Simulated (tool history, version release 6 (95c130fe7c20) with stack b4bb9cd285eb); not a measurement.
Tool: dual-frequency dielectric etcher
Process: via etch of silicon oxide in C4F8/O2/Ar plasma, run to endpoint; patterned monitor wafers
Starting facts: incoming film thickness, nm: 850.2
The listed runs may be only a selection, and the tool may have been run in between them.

Run 1, hour 0: source power (W) 1740, bias power (W) 2288. Result: endpoint time (s) 173.71.
Run 2, hour 3.4: source power (W) 1740, bias power (W) 2619. Result: endpoint time (s) 168.14.
Run 3, hour 10.1: source power (W) 1630, bias power (W) 2526. Result: endpoint time (s) 177.1.
Run 4, hour 17.1: source power (W) 1550, bias power (W) 2520. Result: endpoint time (s) 181.88.
Run 5, hour 22.1: source power (W) 1490, bias power (W) 2515. Result: endpoint time (s) 185.71.
Run 6, hour 29.5: source power (W) 1440, bias power (W) 2511. Result: endpoint time (s) 190.56.
Run 7, hour 36.8: source power (W) 1090, bias power (W) 2481. Result: endpoint time (s) 228.15.
Run 8, hour 37.9: source power (W) 1120, bias power (W) 2482. Result: endpoint time (s) 222.86.
Run 9, hour 38.7: source power (W) 1140, bias power (W) 2483. Result: endpoint time (s) 221.55.
Run 10, hour 45.7: source power (W) 1400, bias power (W) 2508. Result: endpoint time (s) 192.7.

Run 11, settings as shown, results not yet in. Your forecast:
Run 11, hour 54.1: source power (W) 1190, bias power (W) 2499. Result: endpoint time (s) ?.

endpoint time (s): 214.3
